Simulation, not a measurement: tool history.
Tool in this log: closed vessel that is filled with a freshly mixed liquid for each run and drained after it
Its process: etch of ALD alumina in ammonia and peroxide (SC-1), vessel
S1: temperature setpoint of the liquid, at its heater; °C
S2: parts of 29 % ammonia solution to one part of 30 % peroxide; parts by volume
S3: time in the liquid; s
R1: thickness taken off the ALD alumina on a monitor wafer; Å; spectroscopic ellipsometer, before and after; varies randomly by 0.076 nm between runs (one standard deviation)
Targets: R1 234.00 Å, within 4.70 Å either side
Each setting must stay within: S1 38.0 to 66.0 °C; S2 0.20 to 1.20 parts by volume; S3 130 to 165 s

run	day	S1	S2	S3	R1
1	0.000	50.0	0.90	165	126.53
2	0.154	52.0	0.90	165	141.45
3	0.438	52.0	1.00	165	142.99
4	0.717	53.5	1.00	165	153.71
5	1.012	53.5	1.00	130	122.53
6	1.229	55.5	1.00	135	141.24
7	1.396	57.0	1.00	140	158.21
8	1.746	57.0	1.00	140	158.28
9	1.858	58.5	1.00	140	171.94
10	2.171	59.5	1.00	140	181.35
11	2.258	60.5	1.00	140	189.51
12	2.475	61.0	1.00	140	193.57
13	2.788	61.5	1.00	140	200.00
14	3.067	62.0	1.00	140	204.33
15	3.350	62.5	1.00	140	210.69
16	3.575	63.0	1.00	140	214.95
17	3.767	63.5	1.00	140	219.65
18	4.008	63.5	1.00	140	220.91

Which of these 5 next moves meets every target?
A	4.250	63.0	1.00	145	?
B	4.250	64.0	1.15	130	?
C	4.250	64.0	0.75	130	?
D	4.250	62.5	1.05	155	?
E	4.250	64.5	1.00	135	?

move	R1
A	224.88
B	214.80
C	206.29
D	235.49
E	225.69
A: closes in on the targets versus the last run, not all within tolerance yet
B: misses by more than the last run did
C: misses by more than the last run did
D: hits every target within its allowed miss
E: closes in on the targets versus the last run, not all within tolerance yet
Move D is the one to make.

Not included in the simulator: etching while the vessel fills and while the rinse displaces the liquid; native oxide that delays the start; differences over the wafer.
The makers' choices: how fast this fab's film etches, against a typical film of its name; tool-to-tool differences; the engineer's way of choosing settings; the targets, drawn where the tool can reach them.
